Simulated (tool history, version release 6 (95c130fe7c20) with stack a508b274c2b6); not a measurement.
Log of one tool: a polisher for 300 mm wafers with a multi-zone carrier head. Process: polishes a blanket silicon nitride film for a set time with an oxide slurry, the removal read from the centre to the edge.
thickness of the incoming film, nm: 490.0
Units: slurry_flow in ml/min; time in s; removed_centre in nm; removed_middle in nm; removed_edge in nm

run	hour	slurry_flow	centre_zone	middle_zone	edge_zone	slurry_solids	time	removed_centre	removed_middle	removed_edge
1	0	265	1	1	1	1	55	42.998	42.193	44.077
2	7.1	260	1.02	0.96	0.97	0.85	48	34.954	32.937	35.248
3	16	260	1.04	0.93	0.94	0.75	44	31.017	27.795	28.816
4	21.7	255	1.04	0.9	0.94	0.7	42	28.411	24.273	26.645
5	28.8	250	1.03	0.88	0.91	0.65	42	26.647	22.724	25.581
6	37.7	275	1.03	0.88	0.91	0.65	42	26.255	23.084	25.597

The next listed run, before its measurement:
7	45.6	270	1.04	0.87	0.89	0.6	42	?	?	?

removed_centre: 25.707 nm
removed_middle: 21.55 nm
removed_edge: 23.866 nm

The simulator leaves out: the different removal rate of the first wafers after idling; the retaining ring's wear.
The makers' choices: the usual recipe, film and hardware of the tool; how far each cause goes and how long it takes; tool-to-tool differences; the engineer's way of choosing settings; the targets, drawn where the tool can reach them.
